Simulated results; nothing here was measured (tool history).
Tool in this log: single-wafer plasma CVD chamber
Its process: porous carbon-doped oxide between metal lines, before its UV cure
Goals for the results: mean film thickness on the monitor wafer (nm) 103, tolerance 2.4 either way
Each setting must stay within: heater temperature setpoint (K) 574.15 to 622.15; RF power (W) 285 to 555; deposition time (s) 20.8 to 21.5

| run | hour | heater temperature setpoint (K) | RF power (W) | deposition time (s) | mean film thickness on the monitor wafer (nm) |
|---|---|---|---|---|---|
| 1 | 0 | 598.15 | 420 | 20.8 | 86.426 |
| 2 | 2.7 | 598.15 | 420 | 21.5 | 88.789 |
| 3 | 5.5 | 591.15 | 420 | 21.5 | 91.455 |
| 4 | 12.3 | 589.15 | 430 | 21.5 | 93.937 |
| 5 | 16.2 | 588.15 | 435 | 21.5 | 95.03 |
| 6 | 17.1 | 587.15 | 440 | 21.5 | 96.833 |
| 7 | 25.1 | 586.15 | 445 | 21.5 | 98.308 |
| 8 | 28.6 | 585.15 | 445 | 21.5 | 97.672 |
| 9 | 34.8 | 584.15 | 450 | 21.5 | 99.373 |
| 10 | 42.6 | 584.15 | 450 | 21.5 | 99.309 |
| 11 | 44.9 | 583.15 | 450 | 21.5 | 100.01 |
| 12 | 53.6 | 583.15 | 450 | 21.5 | 100.81 |

Which single option among these 5 for the next run brings every result within its allowed miss of target? Just one does.
| A | 62.3 | 574.15 | 460 | 20.9 | ? |
| B | 62.3 | 586.15 | 475 | 20.8 | ? |
| C | 62.3 | 583.15 | 430 | 21.5 | ? |
| D | 62.3 | 575.15 | 415 | 20.8 | ? |
| E | 62.3 | 577.15 | 440 | 20.9 | ? |

| move | mean film thickness on the monitor wafer (nm) |
|---|---|
| A | 102.93 |
| B | 99.068 |
| C | 96.489 |
| D | 94.64 |
| E | 98.223 |
A: in spec on every target
B: its largest miss is bigger than the last run's
C: its largest miss is bigger than the last run's
D: its largest miss is bigger than the last run's
E: its largest miss is bigger than the last run's
The right move is A.
